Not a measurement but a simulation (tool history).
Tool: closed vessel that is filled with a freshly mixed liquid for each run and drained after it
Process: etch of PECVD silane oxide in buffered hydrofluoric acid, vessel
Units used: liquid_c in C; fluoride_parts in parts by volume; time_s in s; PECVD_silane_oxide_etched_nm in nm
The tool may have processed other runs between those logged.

run    day  liquid_c  fluoride_parts  time_s  PECVD_silane_oxide_etched_nm
  1  0.000      21.0             7.5     105                        294.98
  2  0.192      20.5             7.5     105                        287.47
  3  0.346      20.5             7.5     110                        302.29
  4  0.475      20.5             8.5     110                        261.94
  5  0.567      20.0             8.5     110                        259.29
  6  0.762      20.0             8.5     110                        252.40

Estimate the outcome of run 7 from the log above:
  7  0.796      19.5             8.5     110                             ?

Run 7 came out at PECVD_silane_oxide_etched_nm 248.82 nm.

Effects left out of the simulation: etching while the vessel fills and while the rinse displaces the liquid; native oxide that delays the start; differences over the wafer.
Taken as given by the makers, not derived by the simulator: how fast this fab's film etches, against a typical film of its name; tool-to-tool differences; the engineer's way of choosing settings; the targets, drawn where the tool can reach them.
